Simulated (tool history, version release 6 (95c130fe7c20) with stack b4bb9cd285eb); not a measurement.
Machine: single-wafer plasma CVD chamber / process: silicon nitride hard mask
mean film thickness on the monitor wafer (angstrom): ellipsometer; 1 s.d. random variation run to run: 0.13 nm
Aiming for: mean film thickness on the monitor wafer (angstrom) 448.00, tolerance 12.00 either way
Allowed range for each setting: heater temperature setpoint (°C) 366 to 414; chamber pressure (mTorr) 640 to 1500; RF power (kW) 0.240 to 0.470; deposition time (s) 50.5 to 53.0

run  hour  heater temperature setpoint (°C)  chamber pressure (mTorr)  RF power (kW)  deposition time (s)  mean film thickness on the monitor wafer (angstrom)
  1   0.0                               390                      1070          0.355                 53.0                                               580.98
  2   0.6                               395                      1070          0.355                 53.0                                               577.72
  3   2.9                               391                      1070          0.355                 53.0                                               579.12
  4   3.6                               391                       980          0.330                 52.5                                               525.79
  5   9.4                               391                       980          0.375                 52.5                                               577.77
  6  16.7                               391                       900          0.355                 52.1                                               533.87
  7  22.2                               391                       840          0.340                 51.9                                               503.24
  8  31.1                               391                       790          0.335                 51.8                                               486.88
  9  33.6                               391                       750          0.330                 51.7                                               467.84

Which of these 4 next moves meets every target?
  A  36.1                               383                       640          0.330                 50.5                                                    ?
  B  36.1                               396                       800          0.300                 52.4                                                    ?
  C  36.1                               398                       770          0.340                 51.5                                                    ?
  D  36.1                               399                       700          0.350                 51.5                                                    ?

move  mean film thickness on the monitor wafer (angstrom)
   A                                               428.18
   B                                               449.29
   C                                               481.45
   D                                               472.42
A: pushes the last run's worst result past its target
B: meets every target
C: misses by more than the last run did
D: misses by more than the last run did
The right move is B.
